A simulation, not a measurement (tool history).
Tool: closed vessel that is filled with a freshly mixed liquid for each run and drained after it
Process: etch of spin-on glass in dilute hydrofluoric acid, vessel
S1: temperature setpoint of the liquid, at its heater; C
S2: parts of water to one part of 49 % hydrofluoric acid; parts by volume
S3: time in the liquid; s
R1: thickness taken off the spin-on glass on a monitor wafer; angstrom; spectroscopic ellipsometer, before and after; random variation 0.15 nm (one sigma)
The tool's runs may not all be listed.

run,hour,S1,S2,S3,R1
1,0.0,22.0,170,170,240.19
2,2.7,21.0,170,170,227.67
3,4.8,20.5,170,170,225.99
4,7.5,20.5,170,170,225.88
5,13.3,20.0,170,170,221.15
6,13.9,20.0,170,180,232.27

The next listed run, before its measurement:
7,21.8,19.5,170,180,?

Run 7 gave R1 228.38 angstrom.
